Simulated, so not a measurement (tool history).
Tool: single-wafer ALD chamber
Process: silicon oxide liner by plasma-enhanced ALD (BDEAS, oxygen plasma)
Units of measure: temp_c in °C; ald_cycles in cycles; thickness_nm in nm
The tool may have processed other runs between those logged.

Run 1, hour 0: temp_c 320 °C, ald_cycles 82 cycles. Result: thickness_nm 6.8605 nm.
Run 2, hour 4.4: temp_c 320 °C, ald_cycles 91 cycles. Result: thickness_nm 7.6852 nm.
Run 3, hour 7.7: temp_c 320 °C, ald_cycles 93 cycles. Result: thickness_nm 7.8409 nm.
Run 4, hour 12: temp_c 320 °C, ald_cycles 94 cycles. Result: thickness_nm 7.948 nm.
Run 5, hour 13.2: temp_c 310 °C, ald_cycles 94 cycles. Result: thickness_nm 7.9273 nm.
Run 6, hour 17.6: temp_c 300 °C, ald_cycles 94 cycles. Result: thickness_nm 8.0784 nm.
Run 7, hour 20.7: temp_c 300 °C, ald_cycles 95 cycles. Result: thickness_nm 8.22 nm.

Run 8, settings as shown, results not yet in. Your forecast:
Run 8, hour 22.3: temp_c 300 °C, ald_cycles 96 cycles. Result: thickness_nm ?.

{"run 8": {"thickness_nm": 8.3341}}
